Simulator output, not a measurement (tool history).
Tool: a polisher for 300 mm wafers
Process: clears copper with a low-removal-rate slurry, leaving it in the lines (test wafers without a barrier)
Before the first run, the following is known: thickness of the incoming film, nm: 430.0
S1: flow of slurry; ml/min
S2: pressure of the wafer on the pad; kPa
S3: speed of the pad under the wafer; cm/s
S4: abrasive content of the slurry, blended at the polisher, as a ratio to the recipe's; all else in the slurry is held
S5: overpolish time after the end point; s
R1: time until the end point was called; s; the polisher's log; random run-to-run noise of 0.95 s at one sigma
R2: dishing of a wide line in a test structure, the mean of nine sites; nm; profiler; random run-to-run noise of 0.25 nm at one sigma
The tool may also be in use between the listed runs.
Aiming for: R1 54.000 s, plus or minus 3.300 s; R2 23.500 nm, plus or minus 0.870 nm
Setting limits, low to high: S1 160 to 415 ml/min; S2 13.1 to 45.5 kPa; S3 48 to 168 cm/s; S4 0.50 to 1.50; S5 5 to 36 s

run	hour	S1	S2	S3	S4	S5	R1	R2
1	0.0	265	29.0	108	1.00	18	71.180	45.953
2	3.7	265	26.9	114	1.00	17	72.441	42.954
3	5.7	270	25.5	120	1.05	16	72.923	41.825
4	9.6	260	24.8	126	1.00	15	73.237	40.720
5	14.0	260	24.8	126	1.15	15	72.712	41.346
6	22.5	280	23.4	130	1.10	14	74.958	38.474
7	27.3	355	20.0	160	0.85	5	75.592	18.148
8	31.6	345	21.4	160	0.85	5	68.727	18.837
9	35.2	345	27.6	162	0.85	9	55.616	35.429
10	42.6	345	27.6	162	0.80	9	55.088	35.327
11	50.8	355	26.9	162	0.85	9	54.989	34.725
12	53.6	360	26.9	162	0.85	9	53.445	35.029
13	59.5	365	26.2	162	0.85	9	58.256	35.280

Which of these 4 next moves meets every target?
A	65.4	355	26.2	168	0.75	17	?	?
B	65.4	380	27.6	168	0.80	12	?	?
C	65.4	240	30.3	152	0.85	5	?	?
D	65.4	410	29.6	118	0.70	15	?	?

move	R1	R2
A	56.954	48.962
B	53.394	42.938
C	54.797	23.546
D	67.221	42.951
A: lands further from the targets than the last run did
B: lands further from the targets than the last run did
C: each result inside its tolerance
D: lands further from the targets than the last run did
C meets every target.
